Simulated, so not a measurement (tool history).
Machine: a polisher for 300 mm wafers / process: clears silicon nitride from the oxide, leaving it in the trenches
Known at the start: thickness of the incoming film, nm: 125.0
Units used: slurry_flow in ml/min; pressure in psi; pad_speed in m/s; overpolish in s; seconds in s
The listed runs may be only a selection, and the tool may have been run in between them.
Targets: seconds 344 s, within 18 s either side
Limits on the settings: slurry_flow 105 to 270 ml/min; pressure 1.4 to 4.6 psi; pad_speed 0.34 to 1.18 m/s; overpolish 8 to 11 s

| run | hour | slurry_flow | pressure | pad_speed | overpolish | seconds |
|---|---|---|---|---|---|---|
| 1 | 0 | 175 | 3 | 0.76 | 11 | 216.39 |
| 2 | 0.8 | 175 | 3 | 0.86 | 11 | 193.54 |
| 3 | 4.3 | 175 | 3 | 0.86 | 11 | 194.21 |
| 4 | 7.8 | 175 | 3.3 | 0.86 | 11 | 179.53 |
| 5 | 8.6 | 175 | 3.3 | 0.86 | 8 | 186.46 |
| 6 | 12.2 | 175 | 3 | 0.82 | 8 | 203.03 |
| 7 | 13 | 175 | 2.7 | 0.8 | 8 | 224.69 |
| 8 | 14.7 | 175 | 2.5 | 0.78 | 8 | 237.27 |
| 9 | 23.2 | 175 | 2.3 | 0.76 | 8 | 258.57 |
| 10 | 25.6 | 175 | 2.1 | 0.74 | 8 | 272.35 |
| 11 | 32.9 | 175 | 2 | 0.72 | 8 | 279.69 |
| 12 | 35.9 | 175 | 2 | 0.72 | 8 | 283.39 |
| 13 | 40.6 | 175 | 1.9 | 0.7 | 8 | 304.13 |
|  | 42.2 | worn pad replaced by a new one |
| 14 | 42.2 | 175 | 1.8 | 0.7 | 8 | 283.05 |
| 15 | 45.3 | 175 | 1.7 | 0.68 | 8 | 297.81 |

Pick the move, out of 5, that brings all results within their allowed miss; only one does.
| A | 48.4 | 180 | 2.2 | 0.74 | 9 | ? |
| B | 48.4 | 175 | 1.4 | 0.54 | 9 | ? |
| C | 48.4 | 175 | 1.4 | 0.54 | 8 | ? |
| D | 48.4 | 215 | 1.5 | 0.58 | 8 | ? |
| E | 48.4 | 170 | 1.4 | 0.52 | 8 | ? |

| move | seconds |
|---|---|
| A | 241.5 |
| B | 397.1 |
| C | 397.1 |
| D | 351.3 |
| E | 412.46 |
A: lands further from the targets than the last run did
B: takes the biggest miss from the last run beyond its target
C: takes the biggest miss from the last run beyond its target
D: hits every target within its allowed miss
E: takes the biggest miss from the last run beyond its target
So the answer is move D, the one that meets all the targets.
